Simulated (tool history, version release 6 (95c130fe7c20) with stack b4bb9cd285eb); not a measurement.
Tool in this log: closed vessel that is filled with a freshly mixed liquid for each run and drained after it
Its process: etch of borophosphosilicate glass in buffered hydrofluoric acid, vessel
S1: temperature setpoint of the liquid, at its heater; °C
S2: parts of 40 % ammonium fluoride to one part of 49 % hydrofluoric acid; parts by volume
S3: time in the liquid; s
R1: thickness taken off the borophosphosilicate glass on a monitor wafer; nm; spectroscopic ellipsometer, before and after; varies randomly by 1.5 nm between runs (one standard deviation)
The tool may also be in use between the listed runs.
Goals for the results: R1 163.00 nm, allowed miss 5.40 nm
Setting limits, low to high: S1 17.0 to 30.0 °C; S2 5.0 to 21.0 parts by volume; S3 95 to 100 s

run	day	S1	S2	S3	R1
1	0.000	22.0	13.0	95	119.59
2	0.146	19.5	13.0	95	105.07
3	0.462	21.0	13.0	95	111.68
4	0.825	22.5	13.0	95	120.76
5	0.946	23.5	13.0	95	128.25
6	1.025	24.5	13.0	95	135.48
7	1.138	25.0	13.0	95	139.87
8	1.204	25.5	13.0	95	142.19
9	1.471	25.5	13.0	95	144.39
10	1.712	26.0	13.0	95	146.85
11	2.025	26.5	13.0	95	147.79
12	2.146	27.0	13.0	95	155.48

Next run, 4 choices. One meets every target within its allowed miss, the rest don't. Which?
A	2.267	26.5	13.5	95	?
B	2.267	27.5	15.0	100	?
C	2.267	27.5	14.0	95	?
D	2.267	25.5	12.0	100	?

move	R1
A	145.69
B	145.78
C	148.23
D	163.25
A: the biggest miss grows against the last run
B: the biggest miss grows against the last run
C: the biggest miss grows against the last run
D: hits every target within its allowed miss
The right move is D.

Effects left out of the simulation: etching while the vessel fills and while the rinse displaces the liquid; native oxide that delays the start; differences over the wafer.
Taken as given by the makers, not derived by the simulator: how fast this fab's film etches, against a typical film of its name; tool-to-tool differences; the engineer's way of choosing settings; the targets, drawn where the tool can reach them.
